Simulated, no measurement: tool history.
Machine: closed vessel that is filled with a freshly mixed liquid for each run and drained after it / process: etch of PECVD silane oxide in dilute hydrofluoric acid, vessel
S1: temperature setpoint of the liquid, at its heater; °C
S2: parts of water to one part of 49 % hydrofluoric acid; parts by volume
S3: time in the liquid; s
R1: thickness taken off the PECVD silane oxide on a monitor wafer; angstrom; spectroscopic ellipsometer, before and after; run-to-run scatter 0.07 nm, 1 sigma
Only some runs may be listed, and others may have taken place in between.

run 1 hour=0 | S1=25 S2=155 S3=30 | R1=76.995
run 2 hour=1.4 | S1=27 S2=150 S3=30 | R1=88.369
run 3 hour=2.2 | S1=28.5 S2=150 S3=30 | R1=91.323
run 4 hour=8.5 | S1=28.5 S2=200 S3=30 | R1=64.668
run 5 hour=16.9 | S1=29.5 S2=185 S3=30 | R1=74.588
run 6 hour=22.5 | S1=30.5 S2=175 S3=30 | R1=82.633
run 7 hour=27.8 | S1=31 S2=165 S3=30 | R1=89.253

Expected results for the next run?
-- hour=30.3 hydrofluoric acid flow meter replaced
run 8 hour=30.3 | S1=31.5 S2=160 S3=30 | R1=?

Run 8 measured R1 107.28 angstrom.

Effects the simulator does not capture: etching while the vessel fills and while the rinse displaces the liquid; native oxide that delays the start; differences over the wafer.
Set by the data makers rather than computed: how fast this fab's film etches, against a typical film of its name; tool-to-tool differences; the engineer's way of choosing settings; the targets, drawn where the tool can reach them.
